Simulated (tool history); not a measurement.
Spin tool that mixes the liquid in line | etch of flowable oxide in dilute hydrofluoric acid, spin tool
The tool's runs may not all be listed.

run,hour,temperature setpoint of the liquid (K),parts of water to one part of 49 % hydrofluoric acid (parts by volume),time under the liquid (s),thickness taken off the flowable oxide on a monitor wafer (angstrom)
1,0,294.15,245,85,72.093
2,2.8,294.15,330,85,49.736
3,7.7,295.15,300,85,57.496
4,16.2,295.15,300,85,57.721
# hour 19.4: thermometer replaced
5,19.4,296.15,270,85,71.672
6,24.5,296.15,270,85,71.732
7,30.4,296.65,250,85,79.983
8,35.7,297.15,235,85,89.018
9,38.4,301.15,140,85,190.86

Estimate the outcome of run 10 from the log above:
10,45.6,301.65,135,85,?

{"run 10": {"thickness taken off the flowable oxide on a monitor wafer (angstrom)": 204.44}}

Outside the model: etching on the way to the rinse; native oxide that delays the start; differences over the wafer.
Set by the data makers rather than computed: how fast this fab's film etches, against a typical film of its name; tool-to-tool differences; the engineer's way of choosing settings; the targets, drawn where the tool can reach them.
